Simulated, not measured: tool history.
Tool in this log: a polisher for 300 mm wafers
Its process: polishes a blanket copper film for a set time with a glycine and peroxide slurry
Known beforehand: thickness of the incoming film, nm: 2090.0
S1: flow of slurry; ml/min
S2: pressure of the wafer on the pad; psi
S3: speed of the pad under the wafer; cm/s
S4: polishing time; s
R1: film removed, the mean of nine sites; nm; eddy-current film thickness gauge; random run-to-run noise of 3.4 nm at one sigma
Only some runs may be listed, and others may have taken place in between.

{"run": 1, "day": 0.0, "S1": 310, "S2": 2.3, "S3": 110, "S4": 93, "R1": 565.3}
{"run": 2, "day": 0.154, "S1": 380, "S2": 2.3, "S3": 110, "S4": 93, "R1": 564.55}
{"run": 3, "day": 0.304, "S1": 380, "S2": 1.8, "S3": 110, "S4": 93, "R1": 473.55}
{"run": 4, "day": 0.396, "S1": 380, "S2": 1.8, "S3": 88, "S4": 93, "R1": 411.63}
{"run": 5, "day": 0.662, "S1": 380, "S2": 1.8, "S3": 88, "S4": 93, "R1": 408.77}
{"run": 6, "day": 0.862, "S1": 380, "S2": 1.8, "S3": 66, "S4": 93, "R1": 330.3}
{"run": 7, "day": 1.042, "S1": 380, "S2": 1.9, "S3": 66, "S4": 93, "R1": 346.69}
{"run": 8, "day": 1.333, "S1": 380, "S2": 2, "S3": 66, "S4": 93, "R1": 353.05}

What does the tool deliver on the next run?
{"run": 9, "day": 1.488, "S1": 380, "S2": 2.1, "S3": 66, "S4": 93, "R1": "?"}

{"run 9": {"R1": 365.54}}

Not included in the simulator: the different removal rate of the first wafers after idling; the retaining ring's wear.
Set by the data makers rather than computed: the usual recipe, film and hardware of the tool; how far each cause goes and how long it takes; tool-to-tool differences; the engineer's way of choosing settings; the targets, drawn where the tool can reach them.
